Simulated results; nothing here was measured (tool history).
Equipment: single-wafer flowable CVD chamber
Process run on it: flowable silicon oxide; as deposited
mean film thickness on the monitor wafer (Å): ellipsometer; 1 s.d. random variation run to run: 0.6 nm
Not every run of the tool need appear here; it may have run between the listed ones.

| run | hour | heater temperature setpoint (°C) | chamber pressure (Pa) | RF power (kW) | deposition time (s) | mean film thickness on the monitor wafer (Å) |
|---|---|---|---|---|---|---|
| 1 | 0.0 | 105 | 144 | 2.025 | 438 | 3328.2 |
| 2 | 8.4 | 105 | 144 | 2.025 | 417 | 3161.1 |
| 3 | 14.6 | 105 | 163 | 2.025 | 417 | 3577.0 |
| 4 | 15.7 | 109 | 163 | 2.025 | 417 | 3088.0 |
| 5 | 22.4 | 109 | 163 | 1.825 | 417 | 3003.8 |
| 6 | 26.9 | 114 | 163 | 1.825 | 417 | 2541.6 |
| 7 | 35.0 | 117 | 163 | 1.825 | 417 | 2325.4 |
| 8 | 40.8 | 120 | 163 | 1.825 | 417 | 2123.7 |
| 9 | 48.9 | 122 | 163 | 1.825 | 417 | 1987.9 |
| 10 | 57.6 | 123 | 163 | 1.825 | 417 | 1928.1 |

Run 11 comes next. What will it give?
| 11 | 62.5 | 124 | 163 | 1.825 | 417 | ? |

For run 11 the tool returned mean film thickness on the monitor wafer (Å) 1870.3.

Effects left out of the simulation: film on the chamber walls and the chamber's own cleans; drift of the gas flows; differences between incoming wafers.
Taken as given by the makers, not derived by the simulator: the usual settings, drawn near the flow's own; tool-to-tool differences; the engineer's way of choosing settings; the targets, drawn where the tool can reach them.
